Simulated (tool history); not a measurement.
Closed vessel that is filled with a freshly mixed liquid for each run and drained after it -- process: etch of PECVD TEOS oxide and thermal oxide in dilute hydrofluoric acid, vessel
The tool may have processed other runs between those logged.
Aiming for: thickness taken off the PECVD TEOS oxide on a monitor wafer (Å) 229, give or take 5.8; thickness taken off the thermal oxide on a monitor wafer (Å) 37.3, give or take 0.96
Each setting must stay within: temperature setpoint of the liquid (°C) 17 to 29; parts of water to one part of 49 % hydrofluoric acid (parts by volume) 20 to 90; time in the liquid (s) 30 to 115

run	day	temperature setpoint of the liquid (°C)	parts of water to one part of 49 % hydrofluoric acid (parts by volume)	time in the liquid (s)	thickness taken off the PECVD TEOS oxide on a monitor wafer (Å)	thickness taken off the thermal oxide on a monitor wafer (Å)
1	0	21	50	60	319.52	52.004
2	0.188	20	50	60	305.69	49.691
3	0.296	20	50	75	382.85	61.876
4	0.338	20	35	75	555.78	89.178
5	0.554	20	35	85	630.45	102.53
6	0.588	19.5	45	85	472.42	76.504
7	0.762	19	50	85	413.92	67.712
8	0.9	18.5	55	85	367.34	59.518
9	1.058	17	75	85	246.66	40.041

Which of these 4 next moves meets every target?
A	1.217	22.5	90	90	?	?
B	1.217	18.5	90	95	?	?
C	1.217	18.5	80	80	?	?
D	1.217	17	75	95	?	?

move	thickness taken off the PECVD TEOS oxide on a monitor wafer (Å)	thickness taken off the thermal oxide on a monitor wafer (Å)
A	270.66	43.341
B	242.33	38.804
C	232.12	37.169
D	277.38	44.416
A: moves away from the targets compared with the last run
B: an improvement on the last run, though not all results are within tolerance
C: each result inside its tolerance
D: moves away from the targets compared with the last run
Go with C: it meets all targets.
